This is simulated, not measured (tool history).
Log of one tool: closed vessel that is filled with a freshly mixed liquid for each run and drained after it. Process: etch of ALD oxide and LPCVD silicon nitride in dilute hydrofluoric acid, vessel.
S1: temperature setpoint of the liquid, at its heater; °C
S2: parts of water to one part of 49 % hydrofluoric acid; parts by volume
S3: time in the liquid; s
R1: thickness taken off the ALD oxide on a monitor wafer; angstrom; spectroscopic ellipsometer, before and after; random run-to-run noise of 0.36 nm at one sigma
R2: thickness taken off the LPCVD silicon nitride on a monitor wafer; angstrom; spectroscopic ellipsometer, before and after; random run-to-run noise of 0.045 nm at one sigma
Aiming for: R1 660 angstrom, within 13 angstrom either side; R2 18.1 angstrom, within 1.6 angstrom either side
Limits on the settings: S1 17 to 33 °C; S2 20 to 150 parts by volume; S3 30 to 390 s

run	day	S1	S2	S3	R1	R2
1	0	25	85	200	334.77	11.917
2	0.25	25	110	200	250.39	8.9905
3	0.425	25	110	130	162.62	5.9455
4	0.588	25	80	145	260.05	8.9711
5	0.946	25	65	145	321.72	11.257
6	1.312	25	50	155	460.46	15.11
7	1.588	25.5	40	150	574.62	18.873
8	1.725	25.5	35	150	671.04	21.409
9	2.067	25	35	150	649.75	20.312
10	2.171	24	35	150	626.66	19.701
11	2.483	22.5	30	150	686.94	19.532
12	2.646	22	30	150	677.38	19.355

Exercise: of the 5 proposed moves below, exactly one satisfies all targets within the stated allowed misses. Which move is it?
A	2.808	23.5	50	250	?	?
B	2.808	25.5	35	150	?	?
C	2.808	17.5	20	125	?	?
D	2.808	20	30	160	?	?
E	2.808	22	30	160	?	?

move	R1	R2
A	702.97	21.955
B	667.78	21.352
C	705.14	17.465
D	663.39	18.123
E	722.65	20.83
A: misses by more than the last run did
B: the worst result of the last run now meets its target, but another is out of spec
C: misses by more than the last run did
D: every result lands within tolerance
E: misses by more than the last run did
D meets every target.
